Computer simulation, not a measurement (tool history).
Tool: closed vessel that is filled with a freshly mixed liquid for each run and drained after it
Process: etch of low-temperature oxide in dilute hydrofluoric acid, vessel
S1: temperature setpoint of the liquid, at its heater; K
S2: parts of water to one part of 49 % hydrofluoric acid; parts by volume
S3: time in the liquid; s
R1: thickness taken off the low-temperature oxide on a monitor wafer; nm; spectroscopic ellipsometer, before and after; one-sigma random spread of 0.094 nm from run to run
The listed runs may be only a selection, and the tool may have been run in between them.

run	hour	S1	S2	S3	R1
1	0.0	299.15	240	165	7.3098
2	7.3	299.15	240	130	5.7340
3	9.8	299.15	240	130	5.7347
4	11.2	299.15	315	130	4.0534
# hour 16.6: thermometer replaced
5	16.6	301.15	245	130	6.3203
6	23.7	302.65	200	130	8.4676
7	30.3	303.65	170	130	10.6560
8	37.3	304.65	150	130	12.9430
9	40.9	307.15	105	130	21.4210
10	48.3	306.65	105	130	21.2740
11	51.4	306.15	105	130	20.6810
12	59.0	305.65	105	130	20.3920
13	68.4	305.65	105	130	20.2700
14	70.4	305.15	105	130	20.0590
15	76.5	304.15	105	130	19.2520

Run 16, settings as shown, results not yet in. Your forecast:
16	83.4	303.65	105	130	?

{"run 16": {"R1": 18.78}}
